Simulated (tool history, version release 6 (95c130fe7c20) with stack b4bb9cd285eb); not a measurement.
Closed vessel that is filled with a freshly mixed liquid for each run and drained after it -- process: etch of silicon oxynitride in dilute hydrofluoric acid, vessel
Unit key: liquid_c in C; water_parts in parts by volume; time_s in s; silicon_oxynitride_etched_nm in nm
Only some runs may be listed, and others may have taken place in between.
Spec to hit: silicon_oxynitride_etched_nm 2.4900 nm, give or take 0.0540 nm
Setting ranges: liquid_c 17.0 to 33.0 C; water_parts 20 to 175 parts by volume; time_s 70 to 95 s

run 1 hour=0.0 | liquid_c=25.0 water_parts=95 time_s=95 | silicon_oxynitride_etched_nm=3.7174
run 2 hour=7.4 | liquid_c=24.0 water_parts=95 time_s=95 | silicon_oxynitride_etched_nm=3.5275
run 3 hour=16.4 | liquid_c=24.0 water_parts=95 time_s=70 | silicon_oxynitride_etched_nm=2.6161
run 4 hour=19.7 | liquid_c=24.0 water_parts=75 time_s=70 | silicon_oxynitride_etched_nm=3.3566
run 5 hour=21.0 | liquid_c=23.5 water_parts=75 time_s=70 | silicon_oxynitride_etched_nm=3.2689
run 6 hour=23.4 | liquid_c=23.0 water_parts=75 time_s=70 | silicon_oxynitride_etched_nm=3.1945
-- hour=28.6 thermometer replaced
run 7 hour=28.6 | liquid_c=22.5 water_parts=75 time_s=70 | silicon_oxynitride_etched_nm=2.8407
run 8 hour=31.6 | liquid_c=22.0 water_parts=75 time_s=70 | silicon_oxynitride_etched_nm=2.7628

Below are 5 possible settings for the next run. Only one of them brings all results inside the allowed miss of their targets. Which is it?
run A hour=34.6 | liquid_c=19.0 water_parts=95 time_s=90 | silicon_oxynitride_etched_nm=?
run B hour=34.6 | liquid_c=21.0 water_parts=95 time_s=85 | silicon_oxynitride_etched_nm=?
run C hour=34.6 | liquid_c=20.0 water_parts=70 time_s=70 | silicon_oxynitride_etched_nm=?
run D hour=34.6 | liquid_c=22.5 water_parts=90 time_s=70 | silicon_oxynitride_etched_nm=?
run E hour=34.6 | liquid_c=22.0 water_parts=115 time_s=95 | silicon_oxynitride_etched_nm=?

move=A silicon_oxynitride_etched_nm=2.3646
move=B silicon_oxynitride_etched_nm=2.4634
move=C silicon_oxynitride_etched_nm=2.6702
move=D silicon_oxynitride_etched_nm=2.3116
move=E silicon_oxynitride_etched_nm=2.3506
A: takes the result that was furthest off past its target
B: all results land within tolerance of their targets
C: an improvement on the last run, though not all results are within tolerance
D: takes the result that was furthest off past its target
E: takes the result that was furthest off past its target
B meets every target.
